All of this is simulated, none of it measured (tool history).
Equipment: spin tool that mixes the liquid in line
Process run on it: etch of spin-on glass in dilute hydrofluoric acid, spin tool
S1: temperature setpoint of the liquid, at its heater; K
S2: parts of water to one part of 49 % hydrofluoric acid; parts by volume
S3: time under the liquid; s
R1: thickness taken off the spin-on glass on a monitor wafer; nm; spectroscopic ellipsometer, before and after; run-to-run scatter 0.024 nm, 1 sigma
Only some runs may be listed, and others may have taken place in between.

run    day      S1   S2  S3       R1
  1  0.000  296.15  175  40   7.4930
  2  0.042  294.65  180  40   6.8938
  3  0.317  293.65  185  40   6.3883
  4  0.479  293.65  130  40   9.6360
     0.538  -- hydrofluoric acid flow meter replaced
  5  0.538  295.15  130  40  11.4910
  6  0.883  295.15  130  40  11.4250

What will run 7 give?
  7  0.967  293.65  145  40   ?

R1: 9.5644 nm
